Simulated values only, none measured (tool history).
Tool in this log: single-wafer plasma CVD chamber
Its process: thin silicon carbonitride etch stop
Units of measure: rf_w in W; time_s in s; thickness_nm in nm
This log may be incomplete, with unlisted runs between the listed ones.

{"run": 1, "hour": 0.0, "rf_w": 155, "time_s": 16, "thickness_nm": 8.3357}
{"run": 2, "hour": 8.2, "rf_w": 145, "time_s": 16, "thickness_nm": 8.0976}
{"run": 3, "hour": 9.0, "rf_w": 145, "time_s": 17.7, "thickness_nm": 8.8563}
{"run": 4, "hour": 14.3, "rf_w": 155, "time_s": 17.7, "thickness_nm": 9.2418}
{"run": 5, "hour": 15.7, "rf_w": 135, "time_s": 17.7, "thickness_nm": 8.6356}
{"run": 6, "hour": 18.8, "rf_w": 135, "time_s": 15.9, "thickness_nm": 7.7588}
{"run": 7, "hour": 25.2, "rf_w": 130, "time_s": 15.3, "thickness_nm": 7.272}
{"run": 8, "hour": 34.1, "rf_w": 130, "time_s": 15.3, "thickness_nm": 7.3508}
{"run": 9, "hour": 39.9, "rf_w": 125, "time_s": 14.8, "thickness_nm": 6.9215}
{"run": 10, "hour": 46.4, "rf_w": 125, "time_s": 14.4, "thickness_nm": 6.744}
{"run": 11, "hour": 52.1, "rf_w": 125, "time_s": 14.4, "thickness_nm": 6.8076}
{"run": 12, "hour": 57.5, "rf_w": 125, "time_s": 14, "thickness_nm": 6.5995}
{"run": 13, "hour": 59.0, "rf_w": 105, "time_s": 11.4, "thickness_nm": 4.8248}

Predict the results of run 14:
{"run": 14, "hour": 61.5, "rf_w": 110, "time_s": 11.4, "thickness_nm": "?"}

{"run 14": {"thickness_nm": 5.0139}}
